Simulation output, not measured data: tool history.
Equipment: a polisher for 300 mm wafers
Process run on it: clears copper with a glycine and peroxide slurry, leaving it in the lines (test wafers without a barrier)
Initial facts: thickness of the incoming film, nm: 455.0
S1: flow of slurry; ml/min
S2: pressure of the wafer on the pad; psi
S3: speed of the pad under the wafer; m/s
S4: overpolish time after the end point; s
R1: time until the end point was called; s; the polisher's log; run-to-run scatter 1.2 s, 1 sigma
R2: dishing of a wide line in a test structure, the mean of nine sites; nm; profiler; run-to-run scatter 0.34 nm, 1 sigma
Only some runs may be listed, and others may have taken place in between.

run 1 hour=0.0 | S1=255 S2=2.0 S3=1.24 S4=12 | R1=99.18 R2=38.669
run 2 hour=8.2 | S1=255 S2=1.8 S3=1.24 S4=12 | R1=109.91 R2=36.281
run 3 hour=13.3 | S1=255 S2=1.3 S3=1.24 S4=12 | R1=132.24 R2=29.649
run 4 hour=21.4 | S1=255 S2=1.3 S3=1.08 S4=12 | R1=142.84 R2=28.359
run 5 hour=25.7 | S1=255 S2=1.3 S3=1.08 S4=15 | R1=146.40 R2=34.082
run 6 hour=30.4 | S1=255 S2=1.3 S3=1.34 S4=15 | R1=129.67 R2=38.414
-- hour=32.6 slurry nozzle cleaned
run 7 hour=32.6 | S1=260 S2=1.4 S3=1.34 S4=14 | R1=118.62 R2=38.111

What does the tool deliver on the next run?
run 8 hour=39.3 | S1=270 S2=1.4 S3=1.34 S4=13 | R1=? R2=?

For run 8 the tool returned R1 114.50 s, R2 35.821 nm.
